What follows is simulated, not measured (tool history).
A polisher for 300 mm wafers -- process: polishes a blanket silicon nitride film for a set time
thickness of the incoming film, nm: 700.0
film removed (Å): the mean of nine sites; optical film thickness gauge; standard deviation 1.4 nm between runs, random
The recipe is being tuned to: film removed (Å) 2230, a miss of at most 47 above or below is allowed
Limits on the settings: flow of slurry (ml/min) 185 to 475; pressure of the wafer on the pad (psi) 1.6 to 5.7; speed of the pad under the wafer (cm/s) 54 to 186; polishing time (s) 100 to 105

run  hour  flow of slurry (ml/min)  pressure of the wafer on the pad (psi)  speed of the pad under the wafer (cm/s)  polishing time (s)  film removed (Å)
  1     0                      305                                     3.6                                      118                 100            1738.2
  2   8.2                      305                                     3.6                                      118                 100            1732.8
  3  16.3                      305                                     3.6                                      118                 100            1745.9
  4  18.8                      310                                     3.9                                      118                 100              1894
  5  22.8                      365                                     3.9                                      118                 100            1920.5
  6  28.9                      370                                     4.1                                      118                 100            2023.6
  7  36.8                      370                                     4.2                                      118                 100            2047.4
  8  42.5                      370                                     4.3                                      118                 100            2098.6
  9    45                      375                                     4.4                                      118                 100              2126

Exactly one of the 5 candidate moves below puts every result within its allowed miss. Which one?
  A  47.5                      375                                     4.5                                      114                 100                 ?
  B  47.5                      365                                     4.3                                      124                 102                 ?
  C  47.5                      430                                     4.7                                      116                 103                 ?
  D  47.5                      405                                     4.3                                      128                 105                 ?
  E  47.5                      365                                     4.4                                      110                 105                 ?

move  film removed (Å)
   A            2160.7
   B            2250.3
   C            2377.6
   D            2394.6
   E            2152.5
A: nearer the targets than the last run, but a result is still out of spec
B: all results in spec
C: carries the result that was furthest off beyond its target, to the other side
D: carries the result that was furthest off beyond its target, to the other side
E: nearer the targets than the last run, but a result is still out of spec
Move B is the one to make.
